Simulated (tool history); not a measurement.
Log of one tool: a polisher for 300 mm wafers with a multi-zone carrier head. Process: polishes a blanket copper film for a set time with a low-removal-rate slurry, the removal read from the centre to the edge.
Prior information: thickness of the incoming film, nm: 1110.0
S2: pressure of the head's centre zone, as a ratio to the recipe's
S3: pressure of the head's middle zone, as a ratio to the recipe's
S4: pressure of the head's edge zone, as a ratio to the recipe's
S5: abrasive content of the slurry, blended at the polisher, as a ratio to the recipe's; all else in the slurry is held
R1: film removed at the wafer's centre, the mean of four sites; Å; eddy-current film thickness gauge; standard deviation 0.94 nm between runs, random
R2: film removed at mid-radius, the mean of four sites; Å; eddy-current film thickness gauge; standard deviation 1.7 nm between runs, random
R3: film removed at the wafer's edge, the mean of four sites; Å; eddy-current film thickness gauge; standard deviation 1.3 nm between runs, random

run 1 hour=0.0 | flow_of_slurry_(ml/min)=190 S2=1.00 S3=1.00 S4=1.00 S5=1.00 polishing_time_(s)=43 | R1=1363.8 R2=1358.8 R3=1354.8
run 2 hour=0.8 | flow_of_slurry_(ml/min)=190 S2=1.00 S3=1.00 S4=1.07 S5=1.00 polishing_time_(s)=43 | R1=1380.9 R2=1364.5 R3=1345.6
run 3 hour=3.7 | flow_of_slurry_(ml/min)=185 S2=0.98 S3=0.99 S4=1.07 S5=0.95 polishing_time_(s)=43 | R1=1301.0 R2=1322.6 R3=1332.3
run 4 hour=9.8 | flow_of_slurry_(ml/min)=180 S2=0.98 S3=0.98 S4=1.07 S5=0.90 polishing_time_(s)=43 | R1=1301.2 R2=1309.8 R3=1335.0
run 5 hour=12.3 | flow_of_slurry_(ml/min)=180 S2=0.98 S3=0.93 S4=1.07 S5=0.90 polishing_time_(s)=43 | R1=1311.2 R2=1233.2 R3=1321.5
run 6 hour=15.9 | flow_of_slurry_(ml/min)=180 S2=0.97 S3=0.94 S4=1.07 S5=0.85 polishing_time_(s)=43 | R1=1278.7 R2=1223.8 R3=1316.4
run 7 hour=21.4 | flow_of_slurry_(ml/min)=180 S2=0.97 S3=0.95 S4=1.07 S5=0.80 polishing_time_(s)=43 | R1=1254.1 R2=1217.0 R3=1301.3
run 8 hour=24.9 | flow_of_slurry_(ml/min)=180 S2=0.97 S3=0.96 S4=1.07 S5=0.75 polishing_time_(s)=43 | R1=1266.3 R2=1213.8 R3=1292.6
run 9 hour=30.4 | flow_of_slurry_(ml/min)=175 S2=0.96 S3=0.97 S4=1.07 S5=0.70 polishing_time_(s)=43 | R1=1224.3 R2=1242.5 R3=1295.7
run 10 hour=36.1 | flow_of_slurry_(ml/min)=150 S2=0.93 S3=0.91 S4=1.00 S5=0.60 polishing_time_(s)=42 | R1=1079.6 R2=1065.7 R3=1141.4
run 11 hour=43.8 | flow_of_slurry_(ml/min)=155 S2=0.93 S3=0.92 S4=1.01 S5=0.60 polishing_time_(s)=42 | R1=1083.7 R2=1095.7 R3=1173.1

Run 12 comes next. What will it give?
run 12 hour=45.4 | flow_of_slurry_(ml/min)=155 S2=0.93 S3=0.92 S4=1.01 S5=0.60 polishing_time_(s)=42 | R1=? R2=? R3=?

R1: 1089.8 Å
R2: 1081.8 Å
R3: 1150.7 Å

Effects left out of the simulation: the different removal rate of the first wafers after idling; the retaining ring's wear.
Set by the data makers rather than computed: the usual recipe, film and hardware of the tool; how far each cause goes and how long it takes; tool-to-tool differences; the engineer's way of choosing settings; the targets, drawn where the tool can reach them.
